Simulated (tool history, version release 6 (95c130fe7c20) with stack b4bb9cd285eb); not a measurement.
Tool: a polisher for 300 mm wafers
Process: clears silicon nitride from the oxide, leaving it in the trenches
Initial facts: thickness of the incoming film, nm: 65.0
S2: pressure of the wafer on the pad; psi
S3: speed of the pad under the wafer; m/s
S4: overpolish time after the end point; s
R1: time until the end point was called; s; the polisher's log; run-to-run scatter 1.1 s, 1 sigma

run 1 day=0 | flow_of_slurry_(ml/min)=190 S2=2.3 S3=0.92 S4=44 | R1=85.579
run 2 day=0.167 | flow_of_slurry_(ml/min)=190 S2=2.5 S3=0.94 S4=44 | R1=82.665
run 3 day=0.4 | flow_of_slurry_(ml/min)=190 S2=2.8 S3=0.94 S4=44 | R1=73.089
run 4 day=0.575 | flow_of_slurry_(ml/min)=165 S2=2.8 S3=0.94 S4=44 | R1=74.647
run 5 day=0.638 | flow_of_slurry_(ml/min)=165 S2=2.4 S3=0.94 S4=44 | R1=85.388
run 6 day=0.817 | flow_of_slurry_(ml/min)=165 S2=2.6 S3=0.96 S4=44 | R1=79.787
run 7 day=1.154 | flow_of_slurry_(ml/min)=170 S2=2.8 S3=0.98 S4=44 | R1=71.578

Forecast run 8:
run 8 day=1.246 | flow_of_slurry_(ml/min)=170 S2=2.9 S3=0.98 S4=44 | R1=?

Run 8 yielded R1 70.276 s.
